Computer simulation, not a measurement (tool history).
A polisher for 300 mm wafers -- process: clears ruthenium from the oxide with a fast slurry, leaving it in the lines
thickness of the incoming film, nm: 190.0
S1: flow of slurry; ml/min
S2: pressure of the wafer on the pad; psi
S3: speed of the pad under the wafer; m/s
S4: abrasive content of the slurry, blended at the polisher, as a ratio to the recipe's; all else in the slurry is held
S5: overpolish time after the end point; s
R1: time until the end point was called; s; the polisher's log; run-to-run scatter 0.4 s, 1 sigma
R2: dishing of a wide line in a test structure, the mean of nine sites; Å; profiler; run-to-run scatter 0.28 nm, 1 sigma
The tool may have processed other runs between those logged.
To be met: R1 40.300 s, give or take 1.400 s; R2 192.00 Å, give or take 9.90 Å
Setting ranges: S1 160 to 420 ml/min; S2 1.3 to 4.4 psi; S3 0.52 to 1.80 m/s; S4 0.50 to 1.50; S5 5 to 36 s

run 1 day=0.000 | S1=270 S2=2.8 S3=1.16 S4=1.00 S5=18 | R1=36.235 R2=438.47
run 2 day=0.321 | S1=270 S2=3.5 S3=1.16 S4=1.00 S5=18 | R1=29.051 R2=485.29
run 3 day=0.454 | S1=270 S2=3.5 S3=1.16 S4=0.90 S5=18 | R1=30.492 R2=471.97
run 4 day=0.675 | S1=270 S2=3.5 S3=1.16 S4=1.10 S5=18 | R1=28.044 R2=491.29
run 5 day=0.896 | S1=270 S2=3.4 S3=1.12 S4=1.15 S5=17 | R1=29.386 R2=477.77
run 6 day=1.025 | S1=260 S2=3.3 S3=1.14 S4=1.10 S5=16 | R1=29.812 R2=463.87
run 7 day=1.192 | S1=275 S2=3.3 S3=1.14 S4=1.05 S5=15 | R1=30.262 R2=436.80
run 8 day=1.375 | S1=290 S2=3.2 S3=1.14 S4=1.00 S5=14 | R1=32.414 R2=415.09
run 9 day=1.575 | S1=305 S2=3.2 S3=1.14 S4=0.95 S5=13 | R1=32.452 R2=394.93
run 10 day=1.675 | S1=315 S2=3.2 S3=1.12 S4=0.90 S5=12 | R1=33.659 R2=367.02
run 11 day=1.833 | S1=325 S2=3.3 S3=1.08 S4=0.85 S5=11 | R1=35.315 R2=341.22
run 12 day=2.175 | S1=400 S2=4.1 S3=0.76 S4=0.60 S5=5 | R1=45.565 R2=149.37
run 13 day=2.296 | S1=390 S2=4.1 S3=0.76 S4=0.60 S5=5 | R1=46.426 R2=145.59
run 14 day=2.338 | S1=385 S2=4.1 S3=0.78 S4=0.60 S5=5 | R1=44.544 R2=144.85
run 15 day=2.708 | S1=385 S2=4.0 S3=0.84 S4=0.65 S5=7 | R1=41.491 R2=210.28
run 16 day=2.792 | S1=375 S2=4.1 S3=0.84 S4=0.65 S5=7 | R1=40.501 R2=219.78

Consider the 5 candidate settings below. Which is the only one whose results all fall within their allowed miss of target?
run A day=2.875 | S1=390 S2=4.1 S3=0.90 S4=0.65 S5=5 | R1=? R2=?
run B day=2.875 | S1=395 S2=3.8 S3=0.96 S4=0.60 S5=6 | R1=? R2=?
run C day=2.875 | S1=325 S2=3.6 S3=0.92 S4=0.65 S5=10 | R1=? R2=?
run D day=2.875 | S1=380 S2=3.9 S3=0.82 S4=0.75 S5=9 | R1=? R2=?
run E day=2.875 | S1=345 S2=4.2 S3=0.94 S4=0.60 S5=8 | R1=? R2=?

move=A R1=38.432 R2=171.73
move=B R1=41.247 R2=188.49
move=C R1=43.387 R2=270.19
move=D R1=40.066 R2=265.12
move=E R1=38.394 R2=250.62
A: takes the result that was furthest off past its target
B: all results in spec
C: moves away from the targets compared with the last run
D: moves away from the targets compared with the last run
E: moves away from the targets compared with the last run
The right move is B.

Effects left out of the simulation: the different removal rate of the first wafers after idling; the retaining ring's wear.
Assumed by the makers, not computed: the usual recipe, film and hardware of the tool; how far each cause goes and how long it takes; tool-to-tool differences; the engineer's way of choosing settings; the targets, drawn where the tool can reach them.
